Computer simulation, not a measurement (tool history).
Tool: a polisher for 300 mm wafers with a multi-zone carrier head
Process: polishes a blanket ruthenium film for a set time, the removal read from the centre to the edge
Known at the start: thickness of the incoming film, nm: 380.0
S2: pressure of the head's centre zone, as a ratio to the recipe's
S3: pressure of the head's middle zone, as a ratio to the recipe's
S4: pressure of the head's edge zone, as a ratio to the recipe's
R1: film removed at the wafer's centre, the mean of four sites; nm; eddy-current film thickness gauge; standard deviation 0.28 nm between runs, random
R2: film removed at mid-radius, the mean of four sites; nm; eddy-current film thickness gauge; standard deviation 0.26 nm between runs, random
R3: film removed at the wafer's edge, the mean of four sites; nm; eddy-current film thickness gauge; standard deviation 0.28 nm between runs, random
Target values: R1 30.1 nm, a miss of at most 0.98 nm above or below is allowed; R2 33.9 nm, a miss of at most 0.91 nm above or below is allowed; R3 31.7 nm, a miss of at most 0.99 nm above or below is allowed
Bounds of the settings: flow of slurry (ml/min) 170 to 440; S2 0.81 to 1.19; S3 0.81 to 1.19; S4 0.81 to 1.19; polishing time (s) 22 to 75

run 1 hour=0 | flow_of_slurry_(ml/min)=280 S2=1 S3=1 S4=1 polishing_time_(s)=48 | R1=52.285 R2=52.594 R3=52.914
run 2 hour=2.7 | flow_of_slurry_(ml/min)=280 S2=1 S3=0.92 S4=1 polishing_time_(s)=48 | R1=52.14 R2=49.225 R3=53.443
run 3 hour=7.8 | flow_of_slurry_(ml/min)=305 S2=1 S3=0.92 S4=1 polishing_time_(s)=48 | R1=52.939 R2=49.312 R3=53.545
run 4 hour=13 | flow_of_slurry_(ml/min)=265 S2=1 S3=0.92 S4=1 polishing_time_(s)=48 | R1=51.723 R2=48.533 R3=52.008
run 5 hour=21.6 | flow_of_slurry_(ml/min)=265 S2=1 S3=0.92 S4=1.04 polishing_time_(s)=48 | R1=51.299 R2=48.553 R3=53.771
run 6 hour=29.6 | flow_of_slurry_(ml/min)=265 S2=1.03 S3=0.92 S4=1.04 polishing_time_(s)=48 | R1=53.498 R2=48.331 R3=53.137
run 7 hour=37.2 | flow_of_slurry_(ml/min)=255 S2=1.01 S3=0.93 S4=1.01 polishing_time_(s)=45 | R1=49.515 R2=45.856 R3=49.113
run 8 hour=43.5 | flow_of_slurry_(ml/min)=245 S2=0.99 S3=0.94 S4=0.99 polishing_time_(s)=43 | R1=45.471 R2=43.883 R3=46.072
run 9 hour=49.4 | flow_of_slurry_(ml/min)=245 S2=0.99 S3=0.94 S4=0.99 polishing_time_(s)=43 | R1=46.302 R2=44.445 R3=46.774

Of the 4 settings listed for the next run, only one would bring every result within its allowed miss of target. Which one?
run A hour=55.3 | flow_of_slurry_(ml/min)=215 S2=0.89 S3=0.84 S4=1.11 polishing_time_(s)=61 | R1=? R2=? R3=?
run B hour=55.3 | flow_of_slurry_(ml/min)=220 S2=1.05 S3=1.05 S4=0.92 polishing_time_(s)=29 | R1=? R2=? R3=?
run C hour=55.3 | flow_of_slurry_(ml/min)=245 S2=1.02 S3=1.04 S4=0.92 polishing_time_(s)=30 | R1=? R2=? R3=?
run D hour=55.3 | flow_of_slurry_(ml/min)=205 S2=0.95 S3=1.07 S4=0.97 polishing_time_(s)=30 | R1=? R2=? R3=?

move=A R1=58.366 R2=55.7 R3=69.388
move=B R1=32.733 R2=31.942 R3=30.065
move=C R1=33.187 R2=33.029 R3=31.283
move=D R1=30.531 R2=33.426 R3=31.757
A: moves away from the targets compared with the last run
B: nearer the targets than the last run, but a result is still out of spec
C: nearer the targets than the last run, but a result is still out of spec
D: hits every target within its allowed miss
D meets every target.
